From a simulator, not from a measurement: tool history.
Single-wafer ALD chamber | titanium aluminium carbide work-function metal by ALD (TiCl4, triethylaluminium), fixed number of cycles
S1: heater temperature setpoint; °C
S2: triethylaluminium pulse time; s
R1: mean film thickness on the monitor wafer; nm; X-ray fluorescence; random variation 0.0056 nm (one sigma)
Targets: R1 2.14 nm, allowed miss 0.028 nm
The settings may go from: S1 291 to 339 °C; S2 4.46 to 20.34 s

Run 1, hour 0: S1 315 °C, S2 12.4 s. Result: R1 2.3506 nm.
Run 2, hour 3.3: S1 321 °C, S2 12.4 s. Result: R1 2.4176 nm.
Run 3, hour 11.8: S1 316 °C, S2 11.95 s. Result: R1 2.3546 nm.
Run 4, hour 19.3: S1 312 °C, S2 11.6 s. Result: R1 2.3027 nm.
Run 5, hour 26.9: S1 304 °C, S2 11.6 s. Result: R1 2.2123 nm.
Run 6, hour 35.2: S1 303 °C, S2 11.5 s. Result: R1 2.2034 nm.
Run 7, hour 41.5: S1 302 °C, S2 11.41 s. Result: R1 2.2005 nm.
Run 8, hour 42.6: S1 301 °C, S2 11.31 s. Result: R1 2.1924 nm.
Run 9, hour 50.4: S1 300 °C, S2 11.22 s. Result: R1 2.1733 nm.

Which of these 4 next moves meets every target?
Run A, hour 58.2: S1 292 °C, S2 9.39 s. Result: R1 ?.
Run B, hour 58.2: S1 292 °C, S2 9.82 s. Result: R1 ?.
Run C, hour 58.2: S1 305 °C, S2 11.43 s. Result: R1 ?.
Run D, hour 58.2: S1 294 °C, S2 20.34 s. Result: R1 ?.

move      R1
   A  2.0723
   B  2.0773
   C  2.2336
   D  2.1455
A: takes the result that was furthest off past its target
B: takes the result that was furthest off past its target
C: further off than the last run
D: meets every target
Move D is the one to make.
